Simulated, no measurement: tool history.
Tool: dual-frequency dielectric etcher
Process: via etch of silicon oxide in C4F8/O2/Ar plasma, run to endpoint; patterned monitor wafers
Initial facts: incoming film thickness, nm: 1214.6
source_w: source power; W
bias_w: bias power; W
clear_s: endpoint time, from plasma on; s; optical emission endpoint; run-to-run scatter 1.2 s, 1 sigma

run 1 hour=0.0 | source_w=2650 bias_w=1441 | clear_s=238.27
run 2 hour=1.8 | source_w=2650 bias_w=1223 | clear_s=256.22
run 3 hour=9.7 | source_w=2590 bias_w=1214 | clear_s=256.90
run 4 hour=15.6 | source_w=2230 bias_w=1214 | clear_s=273.23
run 5 hour=19.5 | source_w=2230 bias_w=1431 | clear_s=255.15
run 6 hour=24.7 | source_w=2230 bias_w=1234 | clear_s=268.00

For run 7, what comes out?
run 7 hour=33.5 | source_w=1850 bias_w=1169 | clear_s=?

{"run 7": {"clear_s": 293.39}}
